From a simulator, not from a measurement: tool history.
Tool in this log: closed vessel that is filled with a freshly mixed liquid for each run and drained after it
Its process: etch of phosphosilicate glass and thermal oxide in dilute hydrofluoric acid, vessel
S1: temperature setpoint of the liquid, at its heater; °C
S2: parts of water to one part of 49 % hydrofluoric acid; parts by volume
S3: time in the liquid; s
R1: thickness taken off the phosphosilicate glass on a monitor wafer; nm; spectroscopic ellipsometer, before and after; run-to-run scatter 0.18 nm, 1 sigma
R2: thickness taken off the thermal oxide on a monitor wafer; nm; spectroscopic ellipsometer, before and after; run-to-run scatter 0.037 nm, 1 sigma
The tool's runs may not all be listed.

run  hour    S1   S2  S3      R1      R2
  1     0    22  125  60  27.451  2.0229
  2   8.2    22  125  80   36.95   2.678
  3     9  21.5  125  80  36.608  2.6402
  4  12.5    21  125  80  35.261  2.5779
  5  14.6    21  140  80  30.926  2.2583
  6  18.8    22  140  80  32.363  2.3767
  7  20.4  22.5  140  80  32.863  2.4432

Run 8 has not been measured yet. What should we expect?
  8  28.9  23  140  80   ?   ?

Logged for run 8: R1 33.665 nm, R2 2.4776 nm.
